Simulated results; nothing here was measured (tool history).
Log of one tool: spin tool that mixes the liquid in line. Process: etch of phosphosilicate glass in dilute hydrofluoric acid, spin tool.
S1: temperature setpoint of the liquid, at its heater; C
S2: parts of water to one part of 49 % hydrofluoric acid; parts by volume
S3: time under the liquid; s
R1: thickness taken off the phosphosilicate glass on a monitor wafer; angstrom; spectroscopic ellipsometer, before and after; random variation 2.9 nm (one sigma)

run  hour    S1   S2   S3       R1
  1   0.0  21.0  250  240   859.35
  2   4.8  23.0  195  240  1265.90
  3   5.4  24.5  160  240  1709.10
  4   9.4  24.5  160  255  1813.10
  5  13.7  25.5  140  255  2161.60
  6  14.9  26.5  130  255  2452.60
  7  22.6  26.5  130  255  2447.90
  8  24.6  29.0   90  255  4129.40

What does the tool deliver on the next run?
  9  30.9  28.0  90  255   ?

R1: 3995.60 angstrom
